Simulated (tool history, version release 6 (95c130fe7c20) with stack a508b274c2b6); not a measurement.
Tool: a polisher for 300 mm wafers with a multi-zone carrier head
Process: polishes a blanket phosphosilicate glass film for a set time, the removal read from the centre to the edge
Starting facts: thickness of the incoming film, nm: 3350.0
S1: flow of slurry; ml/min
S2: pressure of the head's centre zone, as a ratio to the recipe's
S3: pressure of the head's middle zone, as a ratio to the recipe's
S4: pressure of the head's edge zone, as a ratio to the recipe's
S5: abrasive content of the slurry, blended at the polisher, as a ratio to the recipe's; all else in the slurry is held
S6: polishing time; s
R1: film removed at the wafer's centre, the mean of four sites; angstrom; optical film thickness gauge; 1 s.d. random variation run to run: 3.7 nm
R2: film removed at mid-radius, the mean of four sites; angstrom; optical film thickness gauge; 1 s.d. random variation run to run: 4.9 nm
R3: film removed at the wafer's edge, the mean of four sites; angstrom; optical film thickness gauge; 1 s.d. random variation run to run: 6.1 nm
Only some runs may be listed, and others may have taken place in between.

| run | hour | S1 | S2 | S3 | S4 | S5 | S6 | R1 | R2 | R3 |
|---|---|---|---|---|---|---|---|---|---|---|
| 1 | 0.0 | 280 | 1.00 | 1.00 | 1.00 | 1.00 | 62 | 5222.6 | 5129.4 | 5091.0 |
| 2 | 6.3 | 280 | 1.00 | 1.00 | 1.00 | 1.00 | 74 | 6297.9 | 6185.1 | 6200.5 |
| 3 | 14.4 | 275 | 0.95 | 1.02 | 0.98 | 0.85 | 72 | 5297.8 | 5736.1 | 5544.0 |
| 4 | 22.2 | 320 | 0.95 | 1.02 | 0.98 | 0.85 | 72 | 5416.8 | 5641.1 | 5587.6 |
| 5 | 30.7 | 320 | 0.95 | 1.02 | 0.98 | 0.85 | 83 | 6229.5 | 6581.4 | 6316.2 |
| 6 | 33.7 | 320 | 0.95 | 1.02 | 0.94 | 0.85 | 83 | 6202.7 | 6602.3 | 6186.2 |
| 7 | 38.4 | 315 | 0.92 | 1.02 | 0.91 | 0.75 | 80 | 5586.9 | 6004.1 | 5580.4 |
| 8 | 41.7 | 310 | 0.89 | 1.04 | 0.91 | 0.70 | 77 | 4921.7 | 5679.7 | 5218.5 |
| 9 | 47.2 | 310 | 0.87 | 1.04 | 0.90 | 0.65 | 76 | 4648.2 | 5384.0 | 4915.6 |
| 10 | 53.8 | 305 | 0.85 | 1.05 | 0.90 | 0.60 | 75 | 4218.6 | 5137.3 | 4662.8 |

The next listed run, before its measurement:
| 11 | 56.4 | 255 | 0.81 | 1.03 | 0.81 | 0.50 | 75 | ? | ? | ? |

R1: 3554.5 angstrom
R2: 4525.4 angstrom
R3: 3892.4 angstrom
